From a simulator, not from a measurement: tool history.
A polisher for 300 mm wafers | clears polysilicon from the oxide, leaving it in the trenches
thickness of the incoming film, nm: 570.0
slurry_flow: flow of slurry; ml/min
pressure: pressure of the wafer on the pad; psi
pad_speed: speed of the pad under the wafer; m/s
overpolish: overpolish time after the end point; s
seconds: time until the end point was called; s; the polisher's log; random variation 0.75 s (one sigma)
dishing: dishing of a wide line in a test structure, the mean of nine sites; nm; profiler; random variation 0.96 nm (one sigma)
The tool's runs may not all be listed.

| run | hour | slurry_flow | pressure | pad_speed | overpolish | seconds | dishing |
|---|---|---|---|---|---|---|---|
| 1 | 0.0 | 310 | 1.8 | 1.00 | 14 | 70.195 | 52.859 |
| 2 | 3.5 | 310 | 1.8 | 1.00 | 10 | 68.570 | 48.468 |
| 3 | 4.2 | 310 | 2.0 | 1.02 | 11 | 60.392 | 52.047 |
| 4 | 11.4 | 310 | 2.0 | 0.88 | 11 | 67.451 | 49.350 |
| 5 | 18.4 | 270 | 2.0 | 0.88 | 11 | 67.980 | 48.371 |
| 6 | 20.6 | 275 | 2.2 | 0.90 | 12 | 59.503 | 50.973 |

Forecast run 7:
| 7 | 25.7 | 280 | 2.3 | 0.92 | 13 | ? | ? |

{"run 7": {"seconds": 57.049, "dishing": 54.252}}
